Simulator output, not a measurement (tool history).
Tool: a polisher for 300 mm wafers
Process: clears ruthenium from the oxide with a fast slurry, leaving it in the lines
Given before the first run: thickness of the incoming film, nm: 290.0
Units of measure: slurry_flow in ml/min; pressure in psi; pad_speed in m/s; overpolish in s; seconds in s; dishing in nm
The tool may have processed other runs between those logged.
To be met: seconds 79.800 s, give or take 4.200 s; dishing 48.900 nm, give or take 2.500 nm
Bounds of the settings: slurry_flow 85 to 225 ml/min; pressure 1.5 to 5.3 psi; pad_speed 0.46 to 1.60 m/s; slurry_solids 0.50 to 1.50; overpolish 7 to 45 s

{"run": 1, "hour": 0.0, "slurry_flow": 145, "pressure": 3.4, "pad_speed": 1.02, "slurry_solids": 1.0, "overpolish": 23, "seconds": 61.142, "dishing": 76.107}
{"run": 2, "hour": 4.2, "slurry_flow": 145, "pressure": 3.4, "pad_speed": 1.26, "slurry_solids": 1.0, "overpolish": 23, "seconds": 49.235, "dishing": 85.087}
{"run": 3, "hour": 6.5, "slurry_flow": 145, "pressure": 3.4, "pad_speed": 1.26, "slurry_solids": 1.15, "overpolish": 23, "seconds": 45.874, "dishing": 91.453}
{"run": 4, "hour": 12.4, "slurry_flow": 145, "pressure": 3.4, "pad_speed": 1.26, "slurry_solids": 1.3, "overpolish": 23, "seconds": 44.632, "dishing": 97.778}
{"run": 5, "hour": 15.7, "slurry_flow": 145, "pressure": 3.4, "pad_speed": 1.04, "slurry_solids": 1.3, "overpolish": 23, "seconds": 50.975, "dishing": 87.073}
{"run": 6, "hour": 16.3, "slurry_flow": 145, "pressure": 3.4, "pad_speed": 0.84, "slurry_solids": 1.3, "overpolish": 23, "seconds": 60.893, "dishing": 77.337}
{"run": 7, "hour": 18.3, "slurry_flow": 145, "pressure": 3.3, "pad_speed": 0.84, "slurry_solids": 1.3, "overpolish": 22, "seconds": 62.153, "dishing": 72.37}
{"run": 8, "hour": 27.0, "slurry_flow": 145, "pressure": 3.2, "pad_speed": 0.84, "slurry_solids": 1.3, "overpolish": 21, "seconds": 64.74, "dishing": 67.809}
{"run": 9, "hour": 28.0, "slurry_flow": 145, "pressure": 3.1, "pad_speed": 0.84, "slurry_solids": 1.3, "overpolish": 20, "seconds": 67.729, "dishing": 65.656}
{"run": 10, "hour": 30.4, "slurry_flow": 145, "pressure": 3.1, "pad_speed": 0.84, "slurry_solids": 1.3, "overpolish": 19, "seconds": 64.838, "dishing": 61.222}
{"run": 11, "hour": 35.4, "slurry_flow": 135, "pressure": 2.3, "pad_speed": 0.82, "slurry_solids": 1.3, "overpolish": 17, "seconds": 91.624, "dishing": 40.592}
{"run": 12, "hour": 40.0, "slurry_flow": 140, "pressure": 2.3, "pad_speed": 0.82, "slurry_solids": 1.3, "overpolish": 17, "seconds": 90.513, "dishing": 40.922}
{"run": 13, "hour": 48.0, "slurry_flow": 145, "pressure": 2.3, "pad_speed": 0.82, "slurry_solids": 1.3, "overpolish": 17, "seconds": 88.796, "dishing": 42.178}
{"run": 14, "hour": 53.8, "slurry_flow": 145, "pressure": 2.3, "pad_speed": 0.82, "slurry_solids": 1.3, "overpolish": 17, "seconds": 89.499, "dishing": 41.915}
{"run": 15, "hour": 58.3, "slurry_flow": 150, "pressure": 2.3, "pad_speed": 0.82, "slurry_solids": 1.3, "overpolish": 17, "seconds": 87.877, "dishing": 42.202}
{"run": 16, "hour": 62.9, "slurry_flow": 155, "pressure": 2.3, "pad_speed": 0.82, "slurry_solids": 1.3, "overpolish": 17, "seconds": 88.643, "dishing": 41.293}

Of the 4 settings listed for the next run, only one would bring every result within its allowed miss of target. Which one?
{"run": "A", "hour": 67.5, "slurry_flow": 135, "pressure": 2.4, "pad_speed": 0.84, "slurry_solids": 1.15, "overpolish": 20, "seconds": "?", "dishing": "?"}
{"run": "B", "hour": 67.5, "slurry_flow": 130, "pressure": 3.0, "pad_speed": 0.74, "slurry_solids": 1.2, "overpolish": 16, "seconds": "?", "dishing": "?"}
{"run": "C", "hour": 67.5, "slurry_flow": 150, "pressure": 2.7, "pad_speed": 0.84, "slurry_solids": 1.15, "overpolish": 18, "seconds": "?", "dishing": "?"}
{"run": "D", "hour": 67.5, "slurry_flow": 155, "pressure": 2.3, "pad_speed": 0.66, "slurry_solids": 1.4, "overpolish": 23, "seconds": "?", "dishing": "?"}

move=A seconds=91.298 dishing=47.591
move=B seconds=79.269 dishing=44.222
move=C seconds=80.163 dishing=48.651
move=D seconds=100.320 dishing=49.561
A: the furthest-off result lands on target, but another misses its tolerance
B: nearer the targets than the last run, but a result is still out of spec
C: hits every target within its allowed miss
D: the furthest-off result lands on target, but another misses its tolerance
So the answer is move C, the one that meets all the targets.
